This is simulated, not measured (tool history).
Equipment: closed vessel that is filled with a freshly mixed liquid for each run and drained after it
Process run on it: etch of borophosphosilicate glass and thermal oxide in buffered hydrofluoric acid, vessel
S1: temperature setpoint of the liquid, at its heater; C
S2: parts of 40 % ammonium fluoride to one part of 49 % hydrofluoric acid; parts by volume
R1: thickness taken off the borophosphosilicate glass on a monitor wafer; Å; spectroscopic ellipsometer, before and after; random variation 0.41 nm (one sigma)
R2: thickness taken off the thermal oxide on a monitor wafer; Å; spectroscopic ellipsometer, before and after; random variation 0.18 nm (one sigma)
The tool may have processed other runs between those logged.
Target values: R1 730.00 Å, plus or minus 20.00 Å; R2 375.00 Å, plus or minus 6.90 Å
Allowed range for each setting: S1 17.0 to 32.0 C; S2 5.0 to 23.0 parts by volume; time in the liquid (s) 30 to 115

Run 1, hour 0.0: S1 24.0 C, S2 14.0 parts by volume, time in the liquid (s) 60. Result: R1 1107.20 Å, R2 559.44 Å.
Run 2, hour 6.5: S1 24.0 C, S2 11.5 parts by volume, time in the liquid (s) 60. Result: R1 1333.10 Å, R2 680.61 Å.
Run 3, hour 10.4: S1 26.0 C, S2 11.5 parts by volume, time in the liquid (s) 60. Result: R1 1476.70 Å, R2 752.66 Å.
Run 4, hour 18.9: S1 26.0 C, S2 9.0 parts by volume, time in the liquid (s) 60. Result: R1 1805.20 Å, R2 926.99 Å.
Run 5, hour 24.4: S1 23.5 C, S2 10.5 parts by volume, time in the liquid (s) 60. Result: R1 1406.60 Å, R2 722.46 Å.
Run 6, hour 32.5: S1 27.0 C, S2 10.5 parts by volume, time in the liquid (s) 60. Result: R1 1704.80 Å, R2 870.30 Å.
Run 7, hour 36.4: S1 24.0 C, S2 11.5 parts by volume, time in the liquid (s) 60. Result: R1 1325.20 Å, R2 682.78 Å.
Run 8, hour 45.4: S1 22.0 C, S2 12.5 parts by volume, time in the liquid (s) 60. Result: R1 1087.40 Å, R2 558.45 Å.
Run 9, hour 51.4: S1 20.5 C, S2 13.0 parts by volume, time in the liquid (s) 60. Result: R1 972.21 Å, R2 495.23 Å.
Run 10, hour 53.9: S1 19.5 C, S2 13.5 parts by volume, time in the liquid (s) 60. Result: R1 893.99 Å, R2 453.29 Å.
Run 11, hour 58.3: S1 19.0 C, S2 13.5 parts by volume, time in the liquid (s) 60. Result: R1 853.27 Å, R2 442.58 Å.
Run 12, hour 61.3: S1 18.5 C, S2 14.0 parts by volume, time in the liquid (s) 60. Result: R1 806.82 Å, R2 413.36 Å.
Run 13, hour 67.4: S1 17.0 C, S2 14.5 parts by volume, time in the liquid (s) 60. Result: R1 726.91 Å, R2 368.00 Å.

Which one of the following 4 next-run settings gets every result inside its allowed miss? There is exactly one.
Run A, hour 73.5: S1 18.0 C, S2 15.0 parts by volume, time in the liquid (s) 60. Result: R1 ?, R2 ?.
Run B, hour 73.5: S1 17.0 C, S2 12.5 parts by volume, time in the liquid (s) 50. Result: R1 ?, R2 ?.
Run C, hour 73.5: S1 17.0 C, S2 17.0 parts by volume, time in the liquid (s) 75. Result: R1 ?, R2 ?.
Run D, hour 73.5: S1 17.5 C, S2 20.0 parts by volume, time in the liquid (s) 85. Result: R1 ?, R2 ?.

move      R1      R2
   A  733.91  378.71
   B  692.51  356.72
   C  766.44  395.46
   D  760.31  392.68
A: all results in spec
B: further off than the last run
C: pushes the last run's worst result past its target
D: pushes the last run's worst result past its target
Go with A: it meets all targets.
